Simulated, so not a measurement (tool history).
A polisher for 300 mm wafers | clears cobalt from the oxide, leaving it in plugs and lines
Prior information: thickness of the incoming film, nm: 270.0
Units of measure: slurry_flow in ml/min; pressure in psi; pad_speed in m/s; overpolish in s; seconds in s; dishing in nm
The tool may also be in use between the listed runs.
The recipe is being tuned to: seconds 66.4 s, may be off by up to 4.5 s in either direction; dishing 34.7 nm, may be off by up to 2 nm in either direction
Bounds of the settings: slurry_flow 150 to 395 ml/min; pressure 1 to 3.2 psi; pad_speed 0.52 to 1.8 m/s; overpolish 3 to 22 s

Run 1, hour 0: slurry_flow 250 ml/min, pressure 2.1 psi, pad_speed 1.16 m/s, overpolish 11 s. Result: seconds 42.584 s, dishing 39.083 nm.
Run 2, hour 6.1: slurry_flow 250 ml/min, pressure 1.8 psi, pad_speed 1.14 m/s, overpolish 12 s. Result: seconds 49.798 s, dishing 37.418 nm.
Run 3, hour 13.2: slurry_flow 250 ml/min, pressure 1.6 psi, pad_speed 1.12 m/s, overpolish 13 s. Result: seconds 56.751 s, dishing 36.693 nm.
Run 4, hour 15.7: slurry_flow 250 ml/min, pressure 1.6 psi, pad_speed 1.26 m/s, overpolish 13 s. Result: seconds 51.023 s, dishing 39.06 nm.
Run 5, hour 22: slurry_flow 250 ml/min, pressure 1.5 psi, pad_speed 1.24 m/s, overpolish 13 s. Result: seconds 53.346 s, dishing 37.607 nm.
Run 6, hour 24.9: slurry_flow 250 ml/min, pressure 1.5 psi, pad_speed 1.24 m/s, overpolish 15 s. Result: seconds 54.199 s, dishing 39.852 nm.
Run 7, hour 28.2: slurry_flow 250 ml/min, pressure 1.4 psi, pad_speed 1.24 m/s, overpolish 15 s. Result: seconds 56.148 s, dishing 38.991 nm.
Run 8, hour 35: slurry_flow 250 ml/min, pressure 1 psi, pad_speed 1.2 m/s, overpolish 14 s. Result: seconds 75.311 s, dishing 31.821 nm.

Pick the move, out of 5, that brings all results within their allowed miss; only one does.
Run A, hour 41.8: slurry_flow 260 ml/min, pressure 1 psi, pad_speed 1.18 m/s, overpolish 13 s. Result: seconds ?, dishing ?.
Run B, hour 41.8: slurry_flow 260 ml/min, pressure 1.2 psi, pad_speed 0.88 m/s, overpolish 16 s. Result: seconds ?, dishing ?.
Run C, hour 41.8: slurry_flow 265 ml/min, pressure 1.2 psi, pad_speed 1.2 m/s, overpolish 14 s. Result: seconds ?, dishing ?.
Run D, hour 41.8: slurry_flow 270 ml/min, pressure 1.3 psi, pad_speed 1.24 m/s, overpolish 13 s. Result: seconds ?, dishing ?.
Run E, hour 41.8: slurry_flow 245 ml/min, pressure 1 psi, pad_speed 1.16 m/s, overpolish 14 s. Result: seconds ?, dishing ?.

move  seconds  dishing
   A   75.022   30.615
   B   86.667    31.97
   C   64.091   35.447
   D   58.179   35.904
   E   76.807   31.668
A: no better and no worse than the last run
B: moves away from the targets compared with the last run
C: each result inside its tolerance
D: carries the result that was furthest off beyond its target, to the other side
E: moves away from the targets compared with the last run
Answer: C
